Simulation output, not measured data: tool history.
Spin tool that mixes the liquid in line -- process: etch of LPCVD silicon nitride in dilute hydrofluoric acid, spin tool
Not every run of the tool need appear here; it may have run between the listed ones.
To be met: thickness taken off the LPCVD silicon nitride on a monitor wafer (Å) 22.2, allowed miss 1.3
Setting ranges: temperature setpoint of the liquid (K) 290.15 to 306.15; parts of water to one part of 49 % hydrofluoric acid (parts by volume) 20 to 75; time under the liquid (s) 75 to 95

run,hour,temperature setpoint of the liquid (K),parts of water to one part of 49 % hydrofluoric acid (parts by volume),time under the liquid (s),thickness taken off the LPCVD silicon nitride on a monitor wafer (Å)
1,0,298.15,45,95,9.6077
2,8.6,300.65,40,95,13.142
3,16.2,300.65,50,95,10.507
4,17.7,300.65,50,95,10.439
5,18.9,302.65,45,95,13.316
6,24.5,303.65,40,95,15.752
7,28.8,306.15,30,95,23.626
8,33.9,305.65,30,95,23.884

Pick the move, out of 4, that brings all results within their allowed miss; only one does.
A,39,306.15,30,85,?
B,39,303.65,20,85,?
C,39,306.15,25,85,?
D,39,305.65,25,85,?

move,thickness taken off the LPCVD silicon nitride on a monitor wafer (Å)
A,21.181
B,26.674
C,25.297
D,24.497
A: each result inside its tolerance
B: the biggest miss grows against the last run
C: the biggest miss grows against the last run
D: the biggest miss grows against the last run
Correct choice: A, which meets every target
